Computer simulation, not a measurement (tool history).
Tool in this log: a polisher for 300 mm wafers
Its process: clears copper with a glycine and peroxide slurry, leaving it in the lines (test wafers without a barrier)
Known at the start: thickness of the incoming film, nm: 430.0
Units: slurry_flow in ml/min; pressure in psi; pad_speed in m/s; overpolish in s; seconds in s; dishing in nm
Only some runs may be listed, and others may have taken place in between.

run 1 hour=0.0 | slurry_flow=295 pressure=3.3 pad_speed=0.78 overpolish=12 | seconds=75.737 dishing=44.518
run 2 hour=5.6 | slurry_flow=295 pressure=4.0 pad_speed=0.78 overpolish=12 | seconds=65.429 dishing=51.232
run 3 hour=14.3 | slurry_flow=295 pressure=3.6 pad_speed=0.86 overpolish=10 | seconds=64.981 dishing=41.221
run 4 hour=16.9 | slurry_flow=295 pressure=3.6 pad_speed=1.00 overpolish=10 | seconds=59.623 dishing=48.524
run 5 hour=25.5 | slurry_flow=295 pressure=3.6 pad_speed=1.00 overpolish=8 | seconds=56.021 dishing=40.281
run 6 hour=31.0 | slurry_flow=250 pressure=3.6 pad_speed=1.00 overpolish=8 | seconds=57.949 dishing=40.572
run 7 hour=39.8 | slurry_flow=335 pressure=2.6 pad_speed=1.02 overpolish=4 | seconds=72.883 dishing=17.261
run 8 hour=47.4 | slurry_flow=330 pressure=2.7 pad_speed=1.02 overpolish=4 | seconds=71.073 dishing=18.421

Run 9 comes next. What will it give?
run 9 hour=54.5 | slurry_flow=325 pressure=2.8 pad_speed=1.02 overpolish=4 | seconds=? dishing=?

{"run 9": {"seconds": 68.253, "dishing": 18.022}}
